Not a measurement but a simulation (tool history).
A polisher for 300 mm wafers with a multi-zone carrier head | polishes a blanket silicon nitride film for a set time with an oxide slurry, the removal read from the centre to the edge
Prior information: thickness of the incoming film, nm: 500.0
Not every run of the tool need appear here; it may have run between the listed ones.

run	hour	flow of slurry (ml/min)	pressure of the head's centre zone	pressure of the head's middle zone	pressure of the head's edge zone	abrasive content of the slurry	polishing time (s)	film removed at the wafer's centre (Å)	film removed at mid-radius (Å)	film removed at the wafer's edge (Å)
1	0.0	215	1.00	1.00	1.00	1.00	31	150.44	155.56	163.06
2	7.0	215	1.00	1.00	1.05	1.00	31	153.44	156.28	166.73
3	15.2	250	1.00	1.00	1.05	1.00	31	158.38	158.59	169.27
4	18.5	250	1.01	1.03	1.06	1.10	31	168.66	171.38	180.31
5	24.3	255	1.02	1.06	1.06	1.15	31	173.09	181.82	184.33
6	27.6	255	0.93	1.06	1.06	1.15	31	161.96	179.80	189.26
7	32.5	260	0.95	1.08	1.07	1.20	31	170.53	191.96	189.96

Run 8 has not been measured yet. What should we expect?
8	36.0	260	0.99	1.07	1.11	1.45	33	?	?	?

{"run 8": {"film removed at the wafer's centre (Å)": 199.27, "film removed at mid-radius (Å)": 222.56, "film removed at the wafer's edge (Å)": 229.26}}
